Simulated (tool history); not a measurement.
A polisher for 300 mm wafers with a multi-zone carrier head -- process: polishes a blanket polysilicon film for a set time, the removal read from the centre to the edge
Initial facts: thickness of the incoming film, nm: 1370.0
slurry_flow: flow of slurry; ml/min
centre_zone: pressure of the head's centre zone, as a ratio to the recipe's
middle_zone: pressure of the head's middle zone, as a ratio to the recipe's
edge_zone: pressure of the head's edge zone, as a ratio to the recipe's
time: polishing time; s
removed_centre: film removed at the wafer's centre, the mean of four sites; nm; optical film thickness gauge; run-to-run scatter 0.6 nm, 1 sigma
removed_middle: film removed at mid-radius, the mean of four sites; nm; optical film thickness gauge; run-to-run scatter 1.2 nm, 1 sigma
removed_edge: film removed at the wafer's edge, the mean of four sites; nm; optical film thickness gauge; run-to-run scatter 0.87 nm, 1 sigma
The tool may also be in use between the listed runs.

run  hour  slurry_flow  centre_zone  middle_zone  edge_zone  time  removed_centre  removed_middle  removed_edge
  1     0          125            1            1          1    50          167.22          164.49        169.04
  2   7.6          120         0.98            1       0.98    46          147.81           154.8        151.41
  3   9.2          115         0.97         0.98       0.97    43           136.4          137.92        141.35
  4  16.2          115         0.97         1.02       0.97    43          135.78           144.9        139.87
  5  17.2          115         0.97         1.02       0.97    53          168.23          178.66        169.06
  6  18.4          110         0.96            1       0.95    49          150.03          160.54        158.38
  7  21.7           80         1.01         1.05       0.85    35          98.865          104.89        101.09
  8  28.5           80            1         1.05       0.85    34          94.485          104.59         96.33
  9  29.2           80         0.99         1.04       0.85    34           95.03          103.02        96.904
 10  31.8           80         0.99         1.04       0.85    34          94.802          102.49        96.016
 11  34.1           80         0.97         1.03       0.86    34          93.679          104.04        98.192
 12  42.8           80         0.96         1.02       0.86    34          92.297          101.45        96.391
 13  49.2           80         0.95         1.01       0.86    34          91.211          101.75        96.706
 14  53.8           80         0.94            1       0.85    34          91.998          100.32        95.902
 15  56.4           80         0.93         0.99       0.85    34          90.147          97.746        97.125

Estimate the outcome of run 16 from the log above:
 16    64           80         0.93         0.99       0.84    34               ?               ?             ?

removed_centre: 90.697 nm
removed_middle: 99.582 nm
removed_edge: 96.803 nm
